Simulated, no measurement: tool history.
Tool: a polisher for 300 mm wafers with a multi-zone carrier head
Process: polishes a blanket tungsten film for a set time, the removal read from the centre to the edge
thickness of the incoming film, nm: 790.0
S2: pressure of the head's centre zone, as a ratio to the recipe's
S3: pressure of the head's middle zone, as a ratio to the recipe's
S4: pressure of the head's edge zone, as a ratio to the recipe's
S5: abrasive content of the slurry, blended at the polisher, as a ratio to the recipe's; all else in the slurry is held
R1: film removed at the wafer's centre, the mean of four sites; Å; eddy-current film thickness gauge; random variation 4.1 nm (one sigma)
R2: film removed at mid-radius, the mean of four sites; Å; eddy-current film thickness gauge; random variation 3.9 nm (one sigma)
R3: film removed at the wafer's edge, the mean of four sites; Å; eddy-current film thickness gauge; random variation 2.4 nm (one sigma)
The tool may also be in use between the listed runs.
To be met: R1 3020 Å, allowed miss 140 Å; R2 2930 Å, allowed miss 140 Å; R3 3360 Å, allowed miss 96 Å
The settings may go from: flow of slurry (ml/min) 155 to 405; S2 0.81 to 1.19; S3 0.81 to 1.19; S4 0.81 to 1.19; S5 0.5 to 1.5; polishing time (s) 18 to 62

{"run": 1, "hour": 0.0, "flow of slurry (ml/min)": 260, "S2": 1, "S3": 1, "S4": 1, "S5": 1, "polishing time (s)": 40, "R1": 2725.1, "R2": 2824.5, "R3": 2765.9}
{"run": 2, "hour": 1.3, "flow of slurry (ml/min)": 265, "S2": 1, "S3": 0.98, "S4": 1.05, "S5": 1.1, "polishing time (s)": 40, "R1": 2781.6, "R2": 2793.5, "R3": 2896.6}
{"run": 3, "hour": 3.8, "flow of slurry (ml/min)": 265, "S2": 1, "S3": 0.98, "S4": 1.05, "S5": 1.1, "polishing time (s)": 46, "R1": 3152.8, "R2": 3214.5, "R3": 3330.6}
{"run": 4, "hour": 10.9, "flow of slurry (ml/min)": 260, "S2": 0.99, "S3": 0.96, "S4": 1.06, "S5": 1.1, "polishing time (s)": 46, "R1": 3063.4, "R2": 3259.5, "R3": 3329.2}
{"run": 5, "hour": 17.9, "flow of slurry (ml/min)": 260, "S2": 1.06, "S3": 0.96, "S4": 1.06, "S5": 1.1, "polishing time (s)": 46, "R1": 3407.4, "R2": 3166.4, "R3": 3305.3}
{"run": 6, "hour": 22.5, "flow of slurry (ml/min)": 255, "S2": 1.04, "S3": 0.93, "S4": 1.08, "S5": 1.1, "polishing time (s)": 46, "R1": 3188.3, "R2": 3137.1, "R3": 3346.6}
{"run": 7, "hour": 30.0, "flow of slurry (ml/min)": 255, "S2": 1.04, "S3": 0.9, "S4": 1.09, "S5": 1.1, "polishing time (s)": 46, "R1": 3282.4, "R2": 3025.8, "R3": 3371}
{"run": 8, "hour": 34.4, "flow of slurry (ml/min)": 255, "S2": 1.04, "S3": 0.9, "S4": 1.09, "S5": 1.1, "polishing time (s)": 46, "R1": 3325.6, "R2": 2990.4, "R3": 3356.4}

5 next moves are on the table. One of them brings every result within its allowed miss. Which?
{"run": "A", "hour": 38.8, "flow of slurry (ml/min)": 255, "S2": 1.16, "S3": 0.92, "S4": 1.05, "S5": 1.2, "polishing time (s)": 45, "R1": "?", "R2": "?", "R3": "?"}
{"run": "B", "hour": 38.8, "flow of slurry (ml/min)": 295, "S2": 1.09, "S3": 0.83, "S4": 1.17, "S5": 1.45, "polishing time (s)": 44, "R1": "?", "R2": "?", "R3": "?"}
{"run": "C", "hour": 38.8, "flow of slurry (ml/min)": 235, "S2": 1.07, "S3": 0.86, "S4": 1, "S5": 0.95, "polishing time (s)": 49, "R1": "?", "R2": "?", "R3": "?"}
{"run": "D", "hour": 38.8, "flow of slurry (ml/min)": 340, "S2": 0.94, "S3": 0.85, "S4": 1.05, "S5": 1.3, "polishing time (s)": 44, "R1": "?", "R2": "?", "R3": "?"}
{"run": "E", "hour": 38.8, "flow of slurry (ml/min)": 290, "S2": 1.14, "S3": 0.83, "S4": 1.06, "S5": 1.2, "polishing time (s)": 46, "R1": "?", "R2": "?", "R3": "?"}

move=A R1=3665.2 R2=3049.6 R3=3292.2
move=B R1=3528.1 R2=2868.2 R3=3551.9
move=C R1=3515.1 R2=3006.3 R3=3359.7
move=D R1=3029.1 R2=2913.4 R3=3334.8
move=E R1=3735.7 R2=2903.1 R3=3420.7
A: further off than the last run
B: further off than the last run
C: further off than the last run
D: meets every target
E: further off than the last run
The right move is D.
